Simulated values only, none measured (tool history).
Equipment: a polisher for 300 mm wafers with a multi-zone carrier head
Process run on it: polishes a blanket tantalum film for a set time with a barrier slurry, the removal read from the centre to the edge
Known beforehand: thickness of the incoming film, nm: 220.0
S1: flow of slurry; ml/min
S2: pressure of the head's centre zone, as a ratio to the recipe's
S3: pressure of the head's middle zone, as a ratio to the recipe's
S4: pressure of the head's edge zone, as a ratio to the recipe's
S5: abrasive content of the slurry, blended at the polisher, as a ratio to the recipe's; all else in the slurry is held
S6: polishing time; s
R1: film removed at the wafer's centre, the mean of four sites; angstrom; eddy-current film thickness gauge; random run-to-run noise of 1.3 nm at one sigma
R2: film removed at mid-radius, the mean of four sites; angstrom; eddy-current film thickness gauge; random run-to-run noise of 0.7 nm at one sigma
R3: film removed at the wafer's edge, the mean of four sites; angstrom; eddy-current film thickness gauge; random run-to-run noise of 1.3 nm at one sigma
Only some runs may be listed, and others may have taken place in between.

Run 1, hour 0: S1 200 ml/min, S2 1, S3 1, S4 1, S5 1, S6 39 s. Result: R1 849.37 angstrom, R2 859.34 angstrom, R3 865.24 angstrom.
Run 2, hour 4.6: S1 200 ml/min, S2 1, S3 0.96, S4 1, S5 1, S6 39 s. Result: R1 858.65 angstrom, R2 825.04 angstrom, R3 883.5 angstrom.
Run 3, hour 7.9: S1 200 ml/min, S2 1, S3 0.96, S4 1, S5 1.15, S6 39 s. Result: R1 913.08 angstrom, R2 882.97 angstrom, R3 929.78 angstrom.
Run 4, hour 12.7: S1 200 ml/min, S2 1, S3 0.96, S4 1, S5 1.15, S6 32 s. Result: R1 727.1 angstrom, R2 720.72 angstrom, R3 744.94 angstrom.
Run 5, hour 21.3: S1 200 ml/min, S2 1, S3 0.96, S4 1, S5 1.15, S6 28 s. Result: R1 673.07 angstrom, R2 625.5 angstrom, R3 659.1 angstrom.
Run 6, hour 25.9: S1 205 ml/min, S2 0.98, S3 0.96, S4 1.04, S5 1.25, S6 31 s. Result: R1 734.48 angstrom, R2 711.96 angstrom, R3 749.26 angstrom.
Run 7, hour 29.3: S1 190 ml/min, S2 0.95, S3 0.96, S4 1.06, S5 1.3, S6 34 s. Result: R1 791.92 angstrom, R2 784.97 angstrom, R3 857.77 angstrom.
Run 8, hour 30.4: S1 180 ml/min, S2 0.93, S3 0.98, S4 1.08, S5 1.35, S6 35 s. Result: R1 787.52 angstrom, R2 842.31 angstrom, R3 901.96 angstrom.
Run 9, hour 37.8: S1 180 ml/min, S2 0.93, S3 0.99, S4 1.1, S5 1.4, S6 36 s. Result: R1 826.84 angstrom, R2 871.06 angstrom, R3 932.01 angstrom.
Run 10, hour 45.2: S1 185 ml/min, S2 0.92, S3 0.99, S4 1.12, S5 1.45, S6 37 s. Result: R1 850.75 angstrom, R2 903.22 angstrom, R3 964.96 angstrom.
Run 11, hour 53.5: S1 185 ml/min, S2 0.92, S3 0.99, S4 1.12, S5 1.45, S6 37 s. Result: R1 832.31 angstrom, R2 912.06 angstrom, R3 953.54 angstrom.
Run 12, hour 61.7: S1 175 ml/min, S2 0.92, S3 0.99, S4 1.12, S5 1.45, S6 38 s. Result: R1 843.17 angstrom, R2 930.56 angstrom, R3 1016 angstrom.
Run 13, hour 66.4: S1 175 ml/min, S2 0.93, S3 0.99, S4 1.12, S5 1.45, S6 38 s. Result: R1 847.49 angstrom, R2 938.92 angstrom, R3 989.68 angstrom.

Estimate the outcome of run 14 from the log above:
Run 14, hour 68.2: S1 180 ml/min, S2 0.92, S3 0.99, S4 1.12, S5 1.45, S6 39 s. Result: R1 ?, R2 ?, R3 ?.

{"run 14": {"R1": 878.24, "R2": 956.59, "R3": 1050.5}}

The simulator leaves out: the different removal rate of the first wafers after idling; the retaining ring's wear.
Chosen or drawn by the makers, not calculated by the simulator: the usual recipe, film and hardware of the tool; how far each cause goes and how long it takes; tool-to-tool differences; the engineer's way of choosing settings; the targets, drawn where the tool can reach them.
